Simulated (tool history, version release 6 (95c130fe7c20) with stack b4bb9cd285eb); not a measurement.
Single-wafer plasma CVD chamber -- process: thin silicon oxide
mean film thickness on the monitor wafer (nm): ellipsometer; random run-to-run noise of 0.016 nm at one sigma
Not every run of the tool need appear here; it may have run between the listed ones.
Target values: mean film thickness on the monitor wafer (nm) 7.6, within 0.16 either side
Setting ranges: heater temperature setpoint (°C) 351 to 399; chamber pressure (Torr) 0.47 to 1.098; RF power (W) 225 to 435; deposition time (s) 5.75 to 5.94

run	day	heater temperature setpoint (°C)	chamber pressure (Torr)	RF power (W)	deposition time (s)	mean film thickness on the monitor wafer (nm)
1	0	375	0.784	330	5.75	10.685
2	0.3	375	0.887	330	5.75	11.847
3	0.579	375	0.76	330	5.75	10.46
4	0.654	375	0.893	330	5.75	11.932
5	0.804	375	0.893	330	5.75	11.955
6	1.088	375	0.893	330	5.75	11.921
7	1.442	375	0.781	325	5.75	10.593
8	1.492	375	0.699	320	5.75	9.5333
9	1.85	375	0.699	320	5.75	9.5468
10	1.942	375	0.645	320	5.75	8.8309
11	2.2	375	0.613	320	5.75	8.3845
12	2.296	375	0.593	320	5.75	8.1218
13	2.546	375	0.58	320	5.75	7.9322
14	2.738	375	0.572	320	5.75	7.7925
15	2.808	375	0.567	320	5.75	7.7474

Exactly one of the 5 candidate moves below puts every result within its allowed miss. Which one?
A	2.879	373	0.564	315	5.94	?
B	2.879	383	0.59	290	5.75	?
C	2.879	367	0.55	350	5.9	?
D	2.879	379	0.561	340	5.82	?
E	2.879	369	0.596	310	5.75	?

move	mean film thickness on the monitor wafer (nm)
A	7.937
B	7.6566
C	8.1116
D	7.9804
E	8.0787
A: lands further from the targets than the last run did
B: in spec on every target
C: lands further from the targets than the last run did
D: lands further from the targets than the last run did
E: lands further from the targets than the last run did
Answer: B

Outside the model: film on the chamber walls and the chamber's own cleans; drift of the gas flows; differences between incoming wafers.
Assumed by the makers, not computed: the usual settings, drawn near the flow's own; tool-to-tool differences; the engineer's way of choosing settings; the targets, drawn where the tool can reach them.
